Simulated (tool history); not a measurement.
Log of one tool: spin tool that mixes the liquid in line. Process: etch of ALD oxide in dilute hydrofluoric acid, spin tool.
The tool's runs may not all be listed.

run	hour	temperature setpoint of the liquid (°C)	parts of water to one part of 49 % hydrofluoric acid (parts by volume)	time under the liquid (s)	thickness taken off the ALD oxide on a monitor wafer (angstrom)
1	0.0	23.0	235	75	78.396
2	7.0	21.0	235	75	72.629
3	14.9	20.5	235	75	70.508
4	19.0	23.0	235	75	78.050
5	22.0	22.0	235	75	74.051
# hour 27.9: thermometer replaced
6	27.9	21.5	235	75	79.290

The next listed run, before its measurement:
7	30.5	20.5	240	75	?

thickness taken off the ALD oxide on a monitor wafer (angstrom): 74.561

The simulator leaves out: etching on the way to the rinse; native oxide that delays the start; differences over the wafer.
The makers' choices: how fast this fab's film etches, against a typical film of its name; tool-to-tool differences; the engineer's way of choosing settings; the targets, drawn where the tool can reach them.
